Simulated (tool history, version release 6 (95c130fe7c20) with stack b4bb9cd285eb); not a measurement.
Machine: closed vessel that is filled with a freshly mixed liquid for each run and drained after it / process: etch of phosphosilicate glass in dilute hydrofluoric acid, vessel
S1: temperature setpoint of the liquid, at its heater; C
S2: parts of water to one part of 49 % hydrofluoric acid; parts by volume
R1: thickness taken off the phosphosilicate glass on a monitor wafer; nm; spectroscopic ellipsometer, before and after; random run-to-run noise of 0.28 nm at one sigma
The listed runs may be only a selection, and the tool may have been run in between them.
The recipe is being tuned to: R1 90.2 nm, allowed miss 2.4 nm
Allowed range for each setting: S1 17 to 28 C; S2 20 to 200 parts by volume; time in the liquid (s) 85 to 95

run 1 day=0 | S1=20 S2=110 time_in_the_liquid_(s)=85 | R1=45.477
run 2 day=0.333 | S1=18 S2=110 time_in_the_liquid_(s)=85 | R1=41.887
run 3 day=0.396 | S1=18 S2=140 time_in_the_liquid_(s)=85 | R1=31.964
run 4 day=0.654 | S1=21 S2=115 time_in_the_liquid_(s)=85 | R1=45.078
run 5 day=0.875 | S1=21 S2=150 time_in_the_liquid_(s)=85 | R1=33.259
run 6 day=0.946 | S1=21 S2=170 time_in_the_liquid_(s)=85 | R1=28.685
run 7 day=1.233 | S1=21 S2=170 time_in_the_liquid_(s)=85 | R1=28.81
run 8 day=1.446 | S1=23.5 S2=135 time_in_the_liquid_(s)=85 | R1=41.434

5 next moves are on the table. One of them brings every result within its allowed miss. Which?
run A day=1.658 | S1=22.5 S2=80 time_in_the_liquid_(s)=95 | R1=?
run B day=1.658 | S1=23 S2=70 time_in_the_liquid_(s)=95 | R1=?
run C day=1.658 | S1=27 S2=85 time_in_the_liquid_(s)=95 | R1=?
run D day=1.658 | S1=24.5 S2=90 time_in_the_liquid_(s)=95 | R1=?
run E day=1.658 | S1=26 S2=75 time_in_the_liquid_(s)=95 | R1=?

move=A R1=79.981
move=B R1=94.454
move=C R1=89.493
move=D R1=76.1
move=E R1=98.833
A: moves toward the targets from the last run without getting all of them in spec
B: the result that was furthest off in the last run now lies on the other side of its target
C: hits every target within its allowed miss
D: moves toward the targets from the last run without getting all of them in spec
E: the result that was furthest off in the last run now lies on the other side of its target
C meets every target.

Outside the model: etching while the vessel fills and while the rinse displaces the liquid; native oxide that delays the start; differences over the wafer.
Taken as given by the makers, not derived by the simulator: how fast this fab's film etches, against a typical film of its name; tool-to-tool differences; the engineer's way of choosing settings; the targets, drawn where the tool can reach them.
